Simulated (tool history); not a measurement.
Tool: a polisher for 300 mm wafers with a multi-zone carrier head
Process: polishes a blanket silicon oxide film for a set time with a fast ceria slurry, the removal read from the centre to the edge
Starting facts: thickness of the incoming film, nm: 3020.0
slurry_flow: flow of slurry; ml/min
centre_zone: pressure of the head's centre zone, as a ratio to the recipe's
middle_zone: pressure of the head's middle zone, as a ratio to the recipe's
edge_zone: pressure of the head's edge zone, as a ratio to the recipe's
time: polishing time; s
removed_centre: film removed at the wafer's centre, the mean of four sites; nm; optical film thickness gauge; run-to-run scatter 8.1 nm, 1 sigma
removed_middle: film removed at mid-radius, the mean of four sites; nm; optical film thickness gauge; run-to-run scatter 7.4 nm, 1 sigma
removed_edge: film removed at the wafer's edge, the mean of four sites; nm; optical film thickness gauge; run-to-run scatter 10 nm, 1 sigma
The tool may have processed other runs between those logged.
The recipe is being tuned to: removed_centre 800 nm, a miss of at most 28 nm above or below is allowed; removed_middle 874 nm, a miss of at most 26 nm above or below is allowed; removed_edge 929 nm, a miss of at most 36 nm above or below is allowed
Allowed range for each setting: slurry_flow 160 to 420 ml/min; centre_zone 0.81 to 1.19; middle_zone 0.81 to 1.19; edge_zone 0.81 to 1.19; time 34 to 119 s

run  hour  slurry_flow  centre_zone  middle_zone  edge_zone  time  removed_centre  removed_middle  removed_edge
  1     0          270            1            1          1    76          1053.6          995.88        1017.8
  2   7.7          270            1         0.96          1    76          1034.8          970.74        1018.4
  3  13.9          265         0.98         0.95       0.99    76            1025          951.22        1010.7
  4  16.1          260         0.96         0.95       0.99    75           971.9          965.99         993.8
  5  17.5          260         0.96         0.99       0.99    75          988.73          985.78        991.68
  6  19.4          260         0.96         0.99       0.92    75          984.68          986.91        977.73
  7    21          255         0.94         0.97       0.92    75          938.23          953.16        951.42
  8  21.6          250         0.93         0.96       0.93    75             933          957.94        970.56
  9    27          245         0.92         0.95       0.93    75          933.69          948.84        957.07
 10  28.8          225         0.82         0.91       1.02    71          765.43          839.49        946.49

Next run, 5 choices. One meets every target within its allowed miss, the rest don't. Which?
  A  30.6          265            1         0.91       0.91    65               ?               ?             ?
  B  30.6          205         0.81         0.81       1.11    76               ?               ?             ?
  C  30.6          185         0.85         0.86       0.98    73               ?               ?             ?
  D  30.6          170         0.86         0.94       0.99    74               ?               ?             ?
  E  30.6          210         0.81         0.93       1.02    70               ?               ?             ?

move  removed_centre  removed_middle  removed_edge
   A          875.45           802.5         839.6
   B          794.07          828.19        1050.3
   C          784.88          817.36        936.76
   D          790.39          872.43        941.45
   E          735.18          851.28        929.72
A: moves away from the targets compared with the last run
B: moves away from the targets compared with the last run
C: moves away from the targets compared with the last run
D: all results in spec
E: the worst result of the last run now meets its target, but another is out of spec
Correct choice: D, which meets every target

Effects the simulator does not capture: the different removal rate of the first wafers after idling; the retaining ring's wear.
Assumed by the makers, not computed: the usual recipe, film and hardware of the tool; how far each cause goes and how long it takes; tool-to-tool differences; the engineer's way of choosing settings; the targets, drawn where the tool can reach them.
